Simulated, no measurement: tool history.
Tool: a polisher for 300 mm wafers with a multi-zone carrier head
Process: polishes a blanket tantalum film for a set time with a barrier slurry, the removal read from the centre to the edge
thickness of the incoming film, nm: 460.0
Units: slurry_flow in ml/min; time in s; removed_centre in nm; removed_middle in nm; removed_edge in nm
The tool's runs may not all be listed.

run 1 hour=0.0 | slurry_flow=295 centre_zone=1.00 middle_zone=1.00 edge_zone=1.00 slurry_solids=1.00 time=63 | removed_centre=81.133 removed_middle=72.774 removed_edge=74.489
run 2 hour=4.4 | slurry_flow=295 centre_zone=1.00 middle_zone=1.00 edge_zone=1.00 slurry_solids=0.80 time=63 | removed_centre=81.186 removed_middle=69.674 removed_edge=71.116
run 3 hour=10.4 | slurry_flow=290 centre_zone=0.96 middle_zone=1.02 edge_zone=0.99 slurry_solids=0.75 time=59 | removed_centre=71.604 removed_middle=66.749 removed_edge=64.584
run 4 hour=14.2 | slurry_flow=285 centre_zone=0.93 middle_zone=1.02 edge_zone=0.99 slurry_solids=0.70 time=57 | removed_centre=64.078 removed_middle=60.958 removed_edge=61.752
-- hour=17.9 centre zone pressure recalibrated
run 5 hour=17.9 | slurry_flow=285 centre_zone=0.93 middle_zone=1.02 edge_zone=0.99 slurry_solids=0.70 time=42 | removed_centre=44.878 removed_middle=45.983 removed_edge=45.998
run 6 hour=23.8 | slurry_flow=215 centre_zone=0.93 middle_zone=1.02 edge_zone=0.99 slurry_solids=0.70 time=42 | removed_centre=43.710 removed_middle=44.353 removed_edge=45.296
run 7 hour=31.3 | slurry_flow=230 centre_zone=0.94 middle_zone=1.05 edge_zone=1.00 slurry_solids=0.75 time=42 | removed_centre=44.823 removed_middle=46.178 removed_edge=45.588
run 8 hour=34.5 | slurry_flow=250 centre_zone=0.94 middle_zone=1.07 edge_zone=1.01 slurry_solids=0.80 time=42 | removed_centre=45.398 removed_middle=47.857 removed_edge=46.146

Run 9 has not been measured yet. What should we expect?
run 9 hour=35.5 | slurry_flow=265 centre_zone=0.94 middle_zone=1.08 edge_zone=1.02 slurry_solids=0.85 time=42 | removed_centre=? removed_middle=? removed_edge=?

{"run 9": {"removed_centre": 46.382, "removed_middle": 50.313, "removed_edge": 47.72}}
